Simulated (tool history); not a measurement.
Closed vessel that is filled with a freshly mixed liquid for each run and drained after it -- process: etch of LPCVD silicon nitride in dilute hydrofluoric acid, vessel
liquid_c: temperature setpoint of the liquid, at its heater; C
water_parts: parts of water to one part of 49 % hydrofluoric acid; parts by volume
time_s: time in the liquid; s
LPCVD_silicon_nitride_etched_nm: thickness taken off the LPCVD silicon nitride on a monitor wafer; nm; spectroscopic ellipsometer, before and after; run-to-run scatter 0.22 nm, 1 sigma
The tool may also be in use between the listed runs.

run,hour,liquid_c,water_parts,time_s,LPCVD_silicon_nitride_etched_nm
1,0.0,24.0,200,2725,9.0720
2,0.9,24.0,200,2930,9.6437
3,5.1,24.0,200,2725,9.0628
4,10.7,26.0,175,2730,11.8440
5,14.7,27.5,160,2735,14.2090
6,23.4,28.5,150,2735,16.1810
7,31.7,32.0,115,2740,26.1860

What will run 8 give?
8,34.0,31.5,115,2740,?

{"run 8": {"LPCVD_silicon_nitride_etched_nm": 25.83}}
